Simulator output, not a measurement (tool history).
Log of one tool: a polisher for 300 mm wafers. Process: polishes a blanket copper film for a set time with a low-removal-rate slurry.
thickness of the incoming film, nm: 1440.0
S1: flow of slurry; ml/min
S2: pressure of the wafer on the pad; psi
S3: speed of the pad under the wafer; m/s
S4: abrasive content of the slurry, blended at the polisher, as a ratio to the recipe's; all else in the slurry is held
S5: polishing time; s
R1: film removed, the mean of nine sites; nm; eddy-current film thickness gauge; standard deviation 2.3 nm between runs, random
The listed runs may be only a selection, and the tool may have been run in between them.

run 1 hour=0.0 | S1=240 S2=3.5 S3=0.92 S4=1.0 S5=117 | R1=415.67
run 2 hour=3.4 | S1=240 S2=3.5 S3=0.92 S4=1.0 S5=117 | R1=442.75
run 3 hour=8.5 | S1=240 S2=3.5 S3=0.92 S4=1.0 S5=117 | R1=431.39
run 4 hour=10.6 | S1=240 S2=3.1 S3=0.84 S4=1.0 S5=117 | R1=347.82
run 5 hour=14.8 | S1=240 S2=2.8 S3=0.80 S4=1.0 S5=117 | R1=308.81
run 6 hour=19.9 | S1=290 S2=2.8 S3=0.80 S4=1.0 S5=117 | R1=303.21
run 7 hour=21.7 | S1=290 S2=2.5 S3=0.76 S4=1.0 S5=117 | R1=256.77
run 8 hour=30.3 | S1=290 S2=2.3 S3=0.74 S4=1.0 S5=117 | R1=239.60
run 9 hour=35.6 | S1=290 S2=2.1 S3=0.72 S4=1.0 S5=117 | R1=213.50
run 10 hour=36.4 | S1=290 S2=2.0 S3=0.72 S4=1.0 S5=117 | R1=204.86
run 11 hour=37.0 | S1=290 S2=1.9 S3=0.72 S4=1.0 S5=117 | R1=194.87

Estimate the outcome of run 12 from the log above:
run 12 hour=41.5 | S1=290 S2=1.6 S3=0.72 S4=1.0 S5=117 | R1=?

Run 12 yielded R1 167.88 nm.
